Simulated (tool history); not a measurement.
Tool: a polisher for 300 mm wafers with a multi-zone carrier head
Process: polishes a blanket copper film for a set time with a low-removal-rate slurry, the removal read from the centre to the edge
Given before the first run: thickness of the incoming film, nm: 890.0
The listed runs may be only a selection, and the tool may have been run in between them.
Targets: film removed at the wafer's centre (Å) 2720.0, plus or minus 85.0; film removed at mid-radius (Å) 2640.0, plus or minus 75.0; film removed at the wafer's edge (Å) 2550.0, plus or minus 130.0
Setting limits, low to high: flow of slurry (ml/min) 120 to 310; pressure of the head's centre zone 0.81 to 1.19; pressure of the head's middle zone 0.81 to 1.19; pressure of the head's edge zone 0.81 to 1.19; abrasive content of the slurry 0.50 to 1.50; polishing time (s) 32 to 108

run,day,flow of slurry (ml/min),pressure of the head's centre zone,pressure of the head's middle zone,pressure of the head's edge zone,abrasive content of the slurry,polishing time (s),film removed at the wafer's centre (Å),film removed at mid-radius (Å),film removed at the wafer's edge (Å)
1,0.000,200,1.00,1.00,1.00,1.00,70,1898.5,2032.7,2057.8
2,0.029,205,1.02,1.01,1.01,1.05,70,1935.1,2055.9,2068.5
3,0.167,210,1.04,1.02,1.01,1.10,71,2025.7,2120.3,2097.7
4,0.354,210,1.04,1.02,1.01,1.30,71,2102.8,2218.4,2188.5
5,0.579,215,1.05,1.03,1.02,1.30,72,2108.4,2246.0,2287.1
# day 0.896: centre zone pressure recalibrated
6,0.896,220,1.07,1.03,1.01,1.30,73,2426.2,2278.4,2263.9
7,0.929,220,1.07,1.03,1.01,1.30,73,2381.0,2275.5,2275.7
8,1.288,225,1.07,1.04,1.01,1.30,73,2384.2,2321.7,2290.6
9,1.633,235,1.07,1.05,1.01,1.30,73,2407.6,2375.9,2303.8
10,1.896,240,1.07,1.05,1.01,1.30,73,2423.8,2389.1,2243.0
11,2.121,240,1.07,1.05,1.01,1.30,73,2439.6,2350.5,2283.0

Next run, 5 choices. One meets every target within its allowed miss, the rest don't. Which?
A,2.346,305,1.01,1.05,1.05,1.10,80,?,?,?
B,2.346,120,0.97,0.91,1.19,1.40,85,?,?,?
C,2.346,280,1.09,1.09,1.01,1.00,82,?,?,?
D,2.346,175,0.98,0.81,1.17,1.35,81,?,?,?
E,2.346,240,0.96,1.07,1.07,1.35,78,?,?,?

move,film removed at the wafer's centre (Å),film removed at mid-radius (Å),film removed at the wafer's edge (Å)
A,2503.7,2568.2,2562.1
B,2238.8,2163.4,2706.7
C,2705.5,2654.2,2521.0
D,2341.1,2014.4,2691.9
E,2329.1,2562.9,2554.3
A: puts the biggest miss on target and leaves a different result outside tolerance
B: misses by more than the last run did
C: every result lands within tolerance
D: misses by more than the last run did
E: misses by more than the last run did
The move that meets every target is C.

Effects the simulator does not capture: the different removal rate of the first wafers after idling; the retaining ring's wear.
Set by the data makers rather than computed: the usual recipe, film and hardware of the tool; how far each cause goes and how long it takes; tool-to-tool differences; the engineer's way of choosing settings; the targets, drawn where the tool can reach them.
